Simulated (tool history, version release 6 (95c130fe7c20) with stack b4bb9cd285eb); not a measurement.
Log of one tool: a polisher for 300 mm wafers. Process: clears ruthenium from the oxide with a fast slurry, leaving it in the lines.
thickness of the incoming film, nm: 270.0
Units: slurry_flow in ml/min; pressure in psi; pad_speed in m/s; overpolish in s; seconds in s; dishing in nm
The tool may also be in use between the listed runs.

run 1 hour=0.0 | slurry_flow=130 pressure=2.6 pad_speed=1.14 slurry_solids=1.0 overpolish=28 | seconds=64.221 dishing=25.713
run 2 hour=3.0 | slurry_flow=130 pressure=2.6 pad_speed=1.14 slurry_solids=1.0 overpolish=18 | seconds=64.241 dishing=24.938
run 3 hour=7.8 | slurry_flow=130 pressure=2.8 pad_speed=1.14 slurry_solids=1.0 overpolish=16 | seconds=60.940 dishing=24.584
run 4 hour=8.7 | slurry_flow=130 pressure=3.0 pad_speed=1.14 slurry_solids=1.0 overpolish=15 | seconds=57.605 dishing=24.129
run 5 hour=14.9 | slurry_flow=105 pressure=3.0 pad_speed=1.14 slurry_solids=1.0 overpolish=15 | seconds=60.074 dishing=24.087
run 6 hour=18.2 | slurry_flow=105 pressure=3.0 pad_speed=1.14 slurry_solids=1.0 overpolish=20 | seconds=59.749 dishing=25.767
run 7 hour=19.7 | slurry_flow=125 pressure=3.7 pad_speed=1.16 slurry_solids=1.0 overpolish=8 | seconds=46.792 dishing=21.873
run 8 hour=26.5 | slurry_flow=125 pressure=3.7 pad_speed=1.16 slurry_solids=1.0 overpolish=9 | seconds=47.364 dishing=22.434

The next listed run, before its measurement:
run 9 hour=27.7 | slurry_flow=125 pressure=3.8 pad_speed=1.16 slurry_solids=1.0 overpolish=9 | seconds=? dishing=?

seconds: 46.309 s
dishing: 22.500 nm
